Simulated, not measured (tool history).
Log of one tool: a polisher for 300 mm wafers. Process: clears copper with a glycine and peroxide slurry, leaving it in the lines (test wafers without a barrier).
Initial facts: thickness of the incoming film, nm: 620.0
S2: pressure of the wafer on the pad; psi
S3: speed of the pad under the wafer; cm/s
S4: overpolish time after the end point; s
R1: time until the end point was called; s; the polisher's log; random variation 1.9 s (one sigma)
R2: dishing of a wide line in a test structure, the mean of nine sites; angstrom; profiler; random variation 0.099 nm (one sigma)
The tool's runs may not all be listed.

Run 1, hour 0: flow of slurry (ml/min) 265, S2 2.5 psi, S3 122 cm/s, S4 8 s. Result: R1 110.73 s, R2 317.09 angstrom.
Run 2, hour 3.5: flow of slurry (ml/min) 250, S2 2.3 psi, S3 122 cm/s, S4 7 s. Result: R1 117.89 s, R2 258.53 angstrom.
Run 3, hour 9.1: flow of slurry (ml/min) 250, S2 1.7 psi, S3 122 cm/s, S4 7 s. Result: R1 151.07 s, R2 211.18 angstrom.
Run 4, hour 17.7: flow of slurry (ml/min) 250, S2 2.3 psi, S3 122 cm/s, S4 7 s. Result: R1 118.97 s, R2 264.1 angstrom.
Run 5, hour 23.1: flow of slurry (ml/min) 235, S2 2.1 psi, S3 126 cm/s, S4 6 s. Result: R1 122.6 s, R2 215.03 angstrom.
Run 6, hour 27.8: flow of slurry (ml/min) 220, S2 1.9 psi, S3 132 cm/s, S4 5 s. Result: R1 132.3 s, R2 176.23 angstrom.
Run 7, hour 30.5: flow of slurry (ml/min) 210, S2 1.8 psi, S3 140 cm/s, S4 4 s. Result: R1 134.55 s, R2 137.98 angstrom.
Run 8, hour 39.5: flow of slurry (ml/min) 200, S2 1.7 psi, S3 150 cm/s, S4 4 s. Result: R1 132.81 s, R2 137.89 angstrom.
Run 9, hour 44.2: flow of slurry (ml/min) 160, S2 1.1 psi, S3 184 cm/s, S4 2 s. Result: R1 172.54 s, R2 57.266 angstrom.
Run 10, hour 52.4: flow of slurry (ml/min) 160, S2 1.2 psi, S3 186 cm/s, S4 2 s. Result: R1 158.65 s, R2 62.451 angstrom.
Run 11, hour 59.9: flow of slurry (ml/min) 160, S2 1.3 psi, S3 186 cm/s, S4 2 s. Result: R1 150.12 s, R2 65.267 angstrom.
Run 12, hour 66.2: flow of slurry (ml/min) 160, S2 1.4 psi, S3 186 cm/s, S4 2 s. Result: R1 138.62 s, R2 68.243 angstrom.
Run 13, hour 71.8: flow of slurry (ml/min) 170, S2 1.5 psi, S3 186 cm/s, S4 2 s. Result: R1 126.38 s, R2 74.364 angstrom.
Run 14, hour 80.2: flow of slurry (ml/min) 245, S2 1.6 psi, S3 186 cm/s, S4 2 s. Result: R1 117.1 s, R2 79.109 angstrom.
Run 15, hour 86.4: flow of slurry (ml/min) 245, S2 1.6 psi, S3 186 cm/s, S4 2 s. Result: R1 119.58 s, R2 80.178 angstrom.
Run 16, hour 88.6: flow of slurry (ml/min) 250, S2 1.6 psi, S3 186 cm/s, S4 2 s. Result: R1 113.84 s, R2 81.515 angstrom.

Estimate the outcome of run 17 from the log above:
Run 17, hour 97.5: flow of slurry (ml/min) 255, S2 1.6 psi, S3 186 cm/s, S4 2 s. Result: R1 ?, R2 ?.

R1: 118.78 s
R2: 81.007 angstrom

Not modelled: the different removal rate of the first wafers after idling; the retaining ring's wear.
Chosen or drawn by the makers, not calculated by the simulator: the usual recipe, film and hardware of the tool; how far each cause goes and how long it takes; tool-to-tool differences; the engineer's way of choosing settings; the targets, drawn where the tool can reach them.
